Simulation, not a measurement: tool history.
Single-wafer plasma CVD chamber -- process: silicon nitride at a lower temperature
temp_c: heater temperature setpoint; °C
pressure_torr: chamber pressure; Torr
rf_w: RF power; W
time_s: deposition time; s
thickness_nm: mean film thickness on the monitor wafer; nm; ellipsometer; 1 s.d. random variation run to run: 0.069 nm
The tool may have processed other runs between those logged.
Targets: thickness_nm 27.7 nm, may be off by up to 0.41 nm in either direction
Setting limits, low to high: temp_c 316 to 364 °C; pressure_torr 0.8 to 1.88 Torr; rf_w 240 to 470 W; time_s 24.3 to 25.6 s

Run 1, hour 0: temp_c 340 °C, pressure_torr 1.34 Torr, rf_w 355 W, time_s 25.6 s. Result: thickness_nm 36.154 nm.
Run 2, hour 8.6: temp_c 340 °C, pressure_torr 1.34 Torr, rf_w 315 W, time_s 25.6 s. Result: thickness_nm 32.676 nm.
Run 3, hour 9.5: temp_c 340 °C, pressure_torr 1.34 Torr, rf_w 365 W, time_s 25.6 s. Result: thickness_nm 37.013 nm.
Run 4, hour 17.1: temp_c 340 °C, pressure_torr 1.22 Torr, rf_w 345 W, time_s 25.5 s. Result: thickness_nm 34.4 nm.
Run 5, hour 22.6: temp_c 340 °C, pressure_torr 1.14 Torr, rf_w 330 W, time_s 25.5 s. Result: thickness_nm 32.689 nm.
Run 6, hour 27.7: temp_c 340 °C, pressure_torr 1.14 Torr, rf_w 330 W, time_s 24.3 s. Result: thickness_nm 30.893 nm.
Run 7, hour 31.1: temp_c 340 °C, pressure_torr 1.06 Torr, rf_w 325 W, time_s 24.3 s. Result: thickness_nm 30.018 nm.
Run 8, hour 33.7: temp_c 340 °C, pressure_torr 1 Torr, rf_w 325 W, time_s 24.3 s. Result: thickness_nm 29.612 nm.
Run 9, hour 34.5: temp_c 340 °C, pressure_torr 0.95 Torr, rf_w 325 W, time_s 24.3 s. Result: thickness_nm 29.242 nm.
Run 10, hour 37.7: temp_c 340 °C, pressure_torr 0.92 Torr, rf_w 325 W, time_s 24.3 s. Result: thickness_nm 29.026 nm.
Run 11, hour 43.4: temp_c 340 °C, pressure_torr 0.89 Torr, rf_w 325 W, time_s 24.3 s. Result: thickness_nm 28.595 nm.
Run 12, hour 52.2: temp_c 340 °C, pressure_torr 0.87 Torr, rf_w 325 W, time_s 24.3 s. Result: thickness_nm 28.528 nm.
Run 13, hour 57.7: temp_c 340 °C, pressure_torr 0.85 Torr, rf_w 325 W, time_s 24.3 s. Result: thickness_nm 28.386 nm.
Run 14, hour 62: temp_c 340 °C, pressure_torr 0.85 Torr, rf_w 325 W, time_s 24.3 s. Result: thickness_nm 28.31 nm.
Run 15, hour 67.4: temp_c 340 °C, pressure_torr 0.84 Torr, rf_w 325 W, time_s 24.3 s. Result: thickness_nm 28.317 nm.
Run 16, hour 74.3: temp_c 340 °C, pressure_torr 0.83 Torr, rf_w 325 W, time_s 24.3 s. Result: thickness_nm 28.281 nm.
Run 17, hour 80.6: temp_c 340 °C, pressure_torr 0.82 Torr, rf_w 325 W, time_s 24.3 s. Result: thickness_nm 27.989 nm.

4 next moves are on the table. One of them brings every result within its allowed miss. Which?
Run A, hour 86.9: temp_c 337 °C, pressure_torr 0.81 Torr, rf_w 315 W, time_s 24.7 s. Result: thickness_nm ?.
Run B, hour 86.9: temp_c 340 °C, pressure_torr 0.84 Torr, rf_w 315 W, time_s 25.3 s. Result: thickness_nm ?.
Run C, hour 86.9: temp_c 347 °C, pressure_torr 0.86 Torr, rf_w 310 W, time_s 25.6 s. Result: thickness_nm ?.
Run D, hour 86.9: temp_c 344 °C, pressure_torr 0.83 Torr, rf_w 315 W, time_s 25.3 s. Result: thickness_nm ?.

move  thickness_nm
   A        27.707
   B        28.629
   C        28.653
   D          28.5
A: meets every target
B: moves away from the targets compared with the last run
C: moves away from the targets compared with the last run
D: moves away from the targets compared with the last run
Answer: A
